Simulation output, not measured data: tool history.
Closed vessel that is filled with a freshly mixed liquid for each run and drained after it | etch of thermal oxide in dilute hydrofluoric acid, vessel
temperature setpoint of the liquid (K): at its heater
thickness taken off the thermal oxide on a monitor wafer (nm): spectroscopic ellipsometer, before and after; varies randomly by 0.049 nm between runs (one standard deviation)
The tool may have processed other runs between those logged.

| run | day | temperature setpoint of the liquid (K) | parts of water to one part of 49 % hydrofluoric acid (parts by volume) | time in the liquid (s) | thickness taken off the thermal oxide on a monitor wafer (nm) |
|---|---|---|---|---|---|
| 1 | 0 | 297.15 | 55 | 110 | 9.0815 |
| 2 | 0.308 | 299.65 | 55 | 110 | 10.033 |
| 3 | 0.492 | 297.65 | 55 | 110 | 9.3457 |
| 4 | 0.621 | 297.65 | 55 | 120 | 10.135 |
| 5 | 0.912 | 297.65 | 55 | 120 | 10.101 |
| 6 | 1.246 | 296.15 | 55 | 120 | 9.4473 |
| 7 | 1.446 | 295.15 | 55 | 120 | 9.124 |
| 8 | 1.529 | 294.15 | 55 | 120 | 8.7716 |
| 9 | 1.588 | 293.15 | 55 | 120 | 8.3513 |
| 10 | 1.758 | 292.65 | 55 | 120 | 8.359 |
| 11 | 1.917 | 292.15 | 55 | 120 | 8.093 |
| 12 | 2.104 | 291.65 | 55 | 120 | 7.9121 |
| 13 | 2.346 | 291.15 | 55 | 120 | 7.7306 |

Run 14 is up next; what results do you expect?
| 14 | 2.554 | 290.65 | 55 | 120 | ? |

{"run 14": {"thickness taken off the thermal oxide on a monitor wafer (nm)": 7.5554}}
